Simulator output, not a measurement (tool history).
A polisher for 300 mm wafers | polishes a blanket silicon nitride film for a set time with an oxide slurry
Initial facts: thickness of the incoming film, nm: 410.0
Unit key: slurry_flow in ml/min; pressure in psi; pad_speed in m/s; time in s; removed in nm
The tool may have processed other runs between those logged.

Run 1, hour 0: slurry_flow 245 ml/min, pressure 3.2 psi, pad_speed 1.18 m/s, slurry_solids 1, time 77 s. Result: removed 40.864 nm.
Run 2, hour 2.8: slurry_flow 245 ml/min, pressure 3.2 psi, pad_speed 1.18 m/s, slurry_solids 0.95, time 77 s. Result: removed 40.334 nm.
Run 3, hour 5.5: slurry_flow 245 ml/min, pressure 3.2 psi, pad_speed 1.18 m/s, slurry_solids 0.95, time 77 s. Result: removed 40.709 nm.
Run 4, hour 14.3: slurry_flow 245 ml/min, pressure 3.5 psi, pad_speed 1.18 m/s, slurry_solids 0.95, time 77 s. Result: removed 44.086 nm.
Run 5, hour 22.2: slurry_flow 245 ml/min, pressure 3.8 psi, pad_speed 1.18 m/s, slurry_solids 0.95, time 77 s. Result: removed 48.405 nm.
Run 6, hour 26.9: slurry_flow 245 ml/min, pressure 3.8 psi, pad_speed 1.18 m/s, slurry_solids 0.95, time 81 s. Result: removed 50.118 nm.
Run 7, hour 28.6: slurry_flow 245 ml/min, pressure 4 psi, pad_speed 1.18 m/s, slurry_solids 0.95, time 81 s. Result: removed 52.592 nm.
Run 8, hour 34.6: slurry_flow 245 ml/min, pressure 4 psi, pad_speed 1.18 m/s, slurry_solids 0.95, time 81 s. Result: removed 52.214 nm.
Run 9, hour 36.3: slurry_flow 245 ml/min, pressure 4.2 psi, pad_speed 1.18 m/s, slurry_solids 0.95, time 81 s. Result: removed 55.862 nm.
Run 10, hour 39.7: slurry_flow 245 ml/min, pressure 4.3 psi, pad_speed 1.18 m/s, slurry_solids 0.95, time 81 s. Result: removed 56.95 nm.
Run 11, hour 41.5: slurry_flow 245 ml/min, pressure 4.4 psi, pad_speed 1.18 m/s, slurry_solids 0.95, time 81 s. Result: removed 58.905 nm.
Run 12, hour 43.4: slurry_flow 245 ml/min, pressure 4.4 psi, pad_speed 1.18 m/s, slurry_solids 0.95, time 81 s. Result: removed 58.635 nm.
Run 13, hour 45.2: slurry_flow 245 ml/min, pressure 4.5 psi, pad_speed 1.18 m/s, slurry_solids 0.95, time 81 s. Result: removed 60.433 nm.
Run 14, hour 49.8: slurry_flow 245 ml/min, pressure 4.6 psi, pad_speed 1.18 m/s, slurry_solids 0.95, time 81 s. Result: removed 59.822 nm.

For run 15, what comes out?
Run 15, hour 54.4: slurry_flow 245 ml/min, pressure 4.7 psi, pad_speed 1.2 m/s, slurry_solids 0.95, time 81 s. Result: removed ?.

removed: 63.959 nm
